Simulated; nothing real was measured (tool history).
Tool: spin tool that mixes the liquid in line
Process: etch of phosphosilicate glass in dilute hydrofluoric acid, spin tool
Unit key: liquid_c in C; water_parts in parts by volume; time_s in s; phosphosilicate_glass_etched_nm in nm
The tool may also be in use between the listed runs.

| run | day | liquid_c | water_parts | time_s | phosphosilicate_glass_etched_nm |
|---|---|---|---|---|---|
| 1 | 0 | 21 | 240 | 70 | 33.367 |
| 2 | 0.117 | 20.5 | 255 | 70 | 30.22 |
| 3 | 0.329 | 18 | 255 | 70 | 27.504 |
| 4 | 0.525 | 18 | 265 | 70 | 26.296 |
| 5 | 0.588 | 18 | 275 | 70 | 24.954 |
| 6 | 0.629 | 18 | 275 | 70 | 25.254 |
| 7 | 0.879 | 18 | 280 | 70 | 24.587 |

Estimate the outcome of run 8 from the log above:
| 8 | 1.008 | 18 | 285 | 70 | ? |

{"run 8": {"phosphosilicate_glass_etched_nm": 24.176}}

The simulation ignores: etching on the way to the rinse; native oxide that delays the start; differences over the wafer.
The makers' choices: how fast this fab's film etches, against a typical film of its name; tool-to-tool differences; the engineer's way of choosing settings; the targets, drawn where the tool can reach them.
